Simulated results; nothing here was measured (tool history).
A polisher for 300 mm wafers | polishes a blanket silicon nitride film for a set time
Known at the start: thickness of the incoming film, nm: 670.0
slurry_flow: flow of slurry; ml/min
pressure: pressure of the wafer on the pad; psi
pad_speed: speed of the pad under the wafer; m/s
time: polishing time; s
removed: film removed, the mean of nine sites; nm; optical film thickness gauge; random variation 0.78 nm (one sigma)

{"run": 1, "day": 0.0, "slurry_flow": 285, "pressure": 3.8, "pad_speed": 0.84, "time": 50, "removed": 86.563}
{"run": 2, "day": 0.221, "slurry_flow": 285, "pressure": 4.4, "pad_speed": 0.84, "time": 50, "removed": 102.54}
{"run": 3, "day": 0.479, "slurry_flow": 285, "pressure": 4.4, "pad_speed": 0.7, "time": 50, "removed": 88.541}
{"run": 4, "day": 0.854, "slurry_flow": 285, "pressure": 4.8, "pad_speed": 0.7, "time": 50, "removed": 97.571}
{"run": 5, "day": 1.158, "slurry_flow": 285, "pressure": 4.8, "pad_speed": 0.62, "time": 50, "removed": 86.711}
{"run": 6, "day": 1.492, "slurry_flow": 285, "pressure": 3.9, "pad_speed": 0.62, "time": 50, "removed": 70.61}
{"run": 7, "day": 1.696, "slurry_flow": 285, "pressure": 3.9, "pad_speed": 0.62, "time": 50, "removed": 71.105}

The next listed run, before its measurement:
{"run": 8, "day": 1.871, "slurry_flow": 285, "pressure": 3.6, "pad_speed": 0.62, "time": 50, "removed": "?"}

{"run 8": {"removed": 66.095}}
